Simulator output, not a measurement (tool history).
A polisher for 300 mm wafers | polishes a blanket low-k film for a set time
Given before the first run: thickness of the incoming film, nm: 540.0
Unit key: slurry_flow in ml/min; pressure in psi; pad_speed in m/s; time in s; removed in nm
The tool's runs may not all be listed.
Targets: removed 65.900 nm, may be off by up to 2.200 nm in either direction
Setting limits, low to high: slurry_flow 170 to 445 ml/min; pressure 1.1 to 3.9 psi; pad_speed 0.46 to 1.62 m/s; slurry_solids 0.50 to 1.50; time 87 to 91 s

| run | hour | slurry_flow | pressure | pad_speed | slurry_solids | time | removed |
|---|---|---|---|---|---|---|---|
| 1 | 0.0 | 285 | 2.5 | 1.04 | 1.00 | 87 | 47.668 |
| 2 | 4.1 | 285 | 2.6 | 1.04 | 1.00 | 87 | 49.389 |
| 3 | 8.0 | 285 | 2.6 | 1.04 | 1.00 | 87 | 48.791 |
| 4 | 13.1 | 285 | 2.7 | 1.04 | 1.00 | 87 | 51.497 |
| 5 | 20.4 | 285 | 2.8 | 1.04 | 1.00 | 87 | 54.446 |
| 6 | 25.1 | 285 | 2.8 | 1.04 | 0.80 | 87 | 50.548 |
| 7 | 31.6 | 285 | 2.9 | 1.04 | 0.80 | 87 | 50.570 |
| 8 | 33.8 | 285 | 3.0 | 1.04 | 0.80 | 87 | 52.827 |

Next run, 5 choices. One meets every target within its allowed miss, the rest don't. Which?
| A | 36.0 | 350 | 3.5 | 0.94 | 1.00 | 91 | ? |
| B | 36.0 | 260 | 2.5 | 0.80 | 0.95 | 87 | ? |
| C | 36.0 | 370 | 3.5 | 0.88 | 0.95 | 88 | ? |
| D | 36.0 | 300 | 3.2 | 1.08 | 0.75 | 91 | ? |
| E | 36.0 | 305 | 2.5 | 0.92 | 0.80 | 87 | ? |

| move | removed |
|---|---|
| A | 65.016 |
| B | 37.695 |
| C | 58.926 |
| D | 59.844 |
| E | 40.553 |
A: all results land within tolerance of their targets
B: further off than the last run
C: gains on the last run, yet a result remains outside its allowed miss
D: gains on the last run, yet a result remains outside its allowed miss
E: further off than the last run
A meets every target.
